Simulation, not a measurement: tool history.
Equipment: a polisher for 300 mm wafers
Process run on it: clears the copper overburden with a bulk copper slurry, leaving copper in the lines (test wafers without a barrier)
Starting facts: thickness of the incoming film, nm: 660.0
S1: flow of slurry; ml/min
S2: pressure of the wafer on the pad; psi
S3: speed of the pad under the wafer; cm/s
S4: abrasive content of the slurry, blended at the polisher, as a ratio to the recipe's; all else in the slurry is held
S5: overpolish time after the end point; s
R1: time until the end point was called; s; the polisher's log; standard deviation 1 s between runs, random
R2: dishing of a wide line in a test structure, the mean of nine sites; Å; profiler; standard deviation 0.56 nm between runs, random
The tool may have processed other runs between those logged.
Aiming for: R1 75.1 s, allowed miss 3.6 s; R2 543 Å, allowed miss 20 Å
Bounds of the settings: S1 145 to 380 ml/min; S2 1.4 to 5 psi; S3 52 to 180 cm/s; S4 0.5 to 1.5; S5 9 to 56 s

run	hour	S1	S2	S3	S4	S5	R1	R2
1	0	245	3.2	116	1	29	52.171	576.46
2	2.7	245	2.9	114	1	31	56.801	562.32
3	6.9	245	3.7	114	1	31	47.83	584.54
4	11.4	245	3.3	114	1	31	50.534	570.78
5	18.8	245	3.3	114	1	25	51.872	570.88
6	27.7	245	3	110	1	28	59.463	567.38
7	32.4	245	2.7	110	1	27	62.817	554.63
8	35.4	245	2.6	108	1	28	64.639	546.97
9	44	245	2.6	104	1	30	68.335	540.83
10	45.1	240	2.6	102	0.95	28	70.022	536.74
11	51.7	240	2.6	102	0.95	28	70.437	535.89

Of the 4 settings listed for the next run, only one would bring every result within its allowed miss of target. Which one?
A	58.3	270	2	124	1.15	38	?	?
B	58.3	220	2.2	124	0.8	35	?	?
C	58.3	225	2.6	104	0.6	36	?	?
D	58.3	145	2	166	0.5	35	?	?

move	R1	R2
A	64.945	524.26
B	67.444	529.85
C	75.682	540.86
D	62.95	523.39
A: its largest miss is bigger than the last run's
B: its largest miss is bigger than the last run's
C: all results in spec
D: its largest miss is bigger than the last run's
The right move is C.
